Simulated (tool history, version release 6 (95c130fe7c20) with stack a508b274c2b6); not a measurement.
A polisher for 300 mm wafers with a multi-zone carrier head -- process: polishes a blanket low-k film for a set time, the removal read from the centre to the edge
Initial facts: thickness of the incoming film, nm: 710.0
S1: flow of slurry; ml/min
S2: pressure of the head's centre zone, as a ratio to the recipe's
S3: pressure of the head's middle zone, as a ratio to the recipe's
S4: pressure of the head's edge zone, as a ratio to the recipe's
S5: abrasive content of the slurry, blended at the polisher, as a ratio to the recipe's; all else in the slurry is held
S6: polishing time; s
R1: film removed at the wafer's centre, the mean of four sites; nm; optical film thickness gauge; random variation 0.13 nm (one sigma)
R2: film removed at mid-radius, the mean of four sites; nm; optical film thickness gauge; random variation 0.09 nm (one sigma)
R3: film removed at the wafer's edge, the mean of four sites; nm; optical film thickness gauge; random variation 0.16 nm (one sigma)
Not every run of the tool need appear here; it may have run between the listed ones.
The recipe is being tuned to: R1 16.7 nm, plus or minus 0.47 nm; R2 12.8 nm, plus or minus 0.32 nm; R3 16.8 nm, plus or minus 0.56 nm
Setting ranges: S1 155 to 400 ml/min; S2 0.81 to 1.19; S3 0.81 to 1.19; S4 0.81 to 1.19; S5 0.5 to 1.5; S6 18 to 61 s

run,hour,S1,S2,S3,S4,S5,S6,R1,R2,R3
1,0,255,1,1,1,1,39,18.164,17.345,18.457
2,6.8,255,1,1,1,1,47,21.761,21.113,21.487
3,11.6,255,1,1.07,1,1,47,22.018,22.488,21.467
4,14,255,0.92,1.07,1,1,47,20.247,22.261,22.301
5,16.1,255,0.92,1.01,1,1,47,20.008,21.295,22.042
6,19.9,255,0.92,1.01,1,1.15,47,21.304,22.027,22.911
7,21.5,250,0.96,0.97,1.04,1.05,45,20.337,20.001,21.661
8,26.2,255,0.99,0.94,1.07,0.95,43,19.371,18.026,20.604

Next run, 4 choices. One meets every target within its allowed miss, the rest don't. Which?
A,30.9,390,1.06,0.98,1.1,0.75,33,?,?,?
B,30.9,250,1,0.94,1,1.2,32,?,?,?
C,30.9,305,0.97,1.01,1.07,0.95,51,?,?,?
D,30.9,210,1.08,0.83,1.13,1.15,33,?,?,?

move,R1,R2,R3
A,15.748,14.036,15.508
B,15.609,14.316,15.793
C,23.203,23.234,24.783
D,16.695,12.834,16.816
A: closer than the last run, but not yet in spec
B: closer than the last run, but not yet in spec
C: lands further from the targets than the last run did
D: each result inside its tolerance
The move that meets every target is D.
